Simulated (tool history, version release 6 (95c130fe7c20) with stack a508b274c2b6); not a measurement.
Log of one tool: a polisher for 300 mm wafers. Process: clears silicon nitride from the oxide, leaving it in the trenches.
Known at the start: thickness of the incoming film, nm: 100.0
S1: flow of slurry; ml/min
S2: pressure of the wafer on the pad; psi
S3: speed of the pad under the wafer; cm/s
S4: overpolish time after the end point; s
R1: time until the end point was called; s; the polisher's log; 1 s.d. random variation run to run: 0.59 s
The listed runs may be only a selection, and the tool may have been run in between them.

Run 1, hour 0: S1 130 ml/min, S2 3.5 psi, S3 84 cm/s, S4 5 s. Result: R1 98.204 s.
Run 2, hour 5.1: S1 130 ml/min, S2 3.7 psi, S3 84 cm/s, S4 5 s. Result: R1 93.691 s.
Run 3, hour 7.8: S1 140 ml/min, S2 3.7 psi, S3 84 cm/s, S4 5 s. Result: R1 92.622 s.
Run 4, hour 14.3: S1 140 ml/min, S2 3.9 psi, S3 84 cm/s, S4 5 s. Result: R1 87.547 s.
Run 5, hour 22.5: S1 140 ml/min, S2 4 psi, S3 84 cm/s, S4 5 s. Result: R1 86.172 s.
Run 6, hour 24.6: S1 140 ml/min, S2 4 psi, S3 84 cm/s, S4 3 s. Result: R1 86.4 s.
Run 7, hour 28.1: S1 140 ml/min, S2 4.1 psi, S3 84 cm/s, S4 3 s. Result: R1 82.39 s.
Run 8, hour 34: S1 140 ml/min, S2 4.1 psi, S3 84 cm/s, S4 3 s. Result: R1 83.702 s.

Forecast run 9:
Run 9, hour 38.5: S1 140 ml/min, S2 4.2 psi, S3 84 cm/s, S4 3 s. Result: R1 ?.

R1: 82.672 s
